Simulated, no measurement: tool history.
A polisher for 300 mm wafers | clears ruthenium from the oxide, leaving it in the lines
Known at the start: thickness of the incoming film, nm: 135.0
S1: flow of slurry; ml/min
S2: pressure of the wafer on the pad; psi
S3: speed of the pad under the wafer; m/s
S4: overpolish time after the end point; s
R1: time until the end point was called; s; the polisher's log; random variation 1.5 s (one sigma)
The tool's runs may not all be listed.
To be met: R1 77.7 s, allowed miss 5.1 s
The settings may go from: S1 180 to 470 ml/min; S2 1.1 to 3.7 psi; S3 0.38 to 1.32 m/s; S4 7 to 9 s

run	hour	S1	S2	S3	S4	R1
1	0	300	2.4	0.84	9	173.65
2	3.7	300	2.7	0.9	9	143.16
3	10.3	300	2.4	0.9	9	162.06
4	11.8	300	2.7	0.94	9	139.23
5	17.8	330	2.7	0.94	9	132.79
# hour 19.9: worn pad replaced by a new one
6	19.9	290	2.7	0.94	9	124.08
7	25.9	275	2.8	0.94	9	122.3
8	29.3	285	3.4	1.06	9	92.324

5 next moves are on the table. One of them brings every result within its allowed miss. Which?
A	32.7	350	3.7	0.96	7	?
B	32.7	260	3.4	1.22	9	?
C	32.7	360	3.4	1	9	?
D	32.7	290	3.4	1.06	7	?
E	32.7	315	3.4	1.08	8	?

move	R1
A	87.919
B	76.992
C	91.637
D	87.717
E	85.688
A: nearer than the last run, and not there yet
B: meets every target
C: as far off as the last run
D: nearer than the last run, and not there yet
E: nearer than the last run, and not there yet
Move B is the one to make.
